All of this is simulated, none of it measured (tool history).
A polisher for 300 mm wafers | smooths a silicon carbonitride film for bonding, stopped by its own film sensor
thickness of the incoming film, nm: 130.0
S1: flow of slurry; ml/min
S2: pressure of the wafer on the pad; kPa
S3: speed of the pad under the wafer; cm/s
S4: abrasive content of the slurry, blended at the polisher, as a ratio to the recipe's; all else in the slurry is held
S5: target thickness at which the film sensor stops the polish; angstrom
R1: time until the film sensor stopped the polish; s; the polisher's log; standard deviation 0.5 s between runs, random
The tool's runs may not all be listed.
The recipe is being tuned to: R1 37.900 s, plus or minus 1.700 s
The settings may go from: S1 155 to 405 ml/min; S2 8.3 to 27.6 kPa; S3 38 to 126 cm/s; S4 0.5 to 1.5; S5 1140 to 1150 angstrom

run 1 hour=0.0 | S1=260 S2=17.9 S3=82 S4=1.0 S5=1140 | R1=53.073
run 2 hour=1.6 | S1=260 S2=17.9 S3=82 S4=1.0 S5=1150 | R1=51.155
run 3 hour=7.5 | S1=260 S2=19.3 S3=82 S4=1.0 S5=1150 | R1=46.357
run 4 hour=12.2 | S1=260 S2=19.3 S3=82 S4=0.9 S5=1150 | R1=48.125
run 5 hour=15.1 | S1=260 S2=19.3 S3=82 S4=0.9 S5=1140 | R1=51.185
run 6 hour=19.3 | S1=260 S2=15.9 S3=82 S4=0.9 S5=1140 | R1=63.018
run 7 hour=25.0 | S1=260 S2=20.7 S3=86 S4=0.9 S5=1140 | R1=46.372
run 8 hour=25.7 | S1=260 S2=21.4 S3=86 S4=0.9 S5=1140 | R1=45.028

Which one of the following 4 next-run settings gets every result inside its allowed miss? There is exactly one.
run A hour=26.4 | S1=190 S2=22.1 S3=88 S4=0.5 S5=1140 | R1=?
run B hour=26.4 | S1=285 S2=21.4 S3=76 S4=0.8 S5=1140 | R1=?
run C hour=26.4 | S1=270 S2=22.1 S3=70 S4=0.8 S5=1150 | R1=?
run D hour=26.4 | S1=230 S2=21.4 S3=92 S4=1.0 S5=1150 | R1=?

move=A R1=58.092
move=B R1=52.809
move=C R1=51.434
move=D R1=39.189
A: misses by more than the last run did
B: misses by more than the last run did
C: misses by more than the last run did
D: hits every target within its allowed miss
D meets every target.

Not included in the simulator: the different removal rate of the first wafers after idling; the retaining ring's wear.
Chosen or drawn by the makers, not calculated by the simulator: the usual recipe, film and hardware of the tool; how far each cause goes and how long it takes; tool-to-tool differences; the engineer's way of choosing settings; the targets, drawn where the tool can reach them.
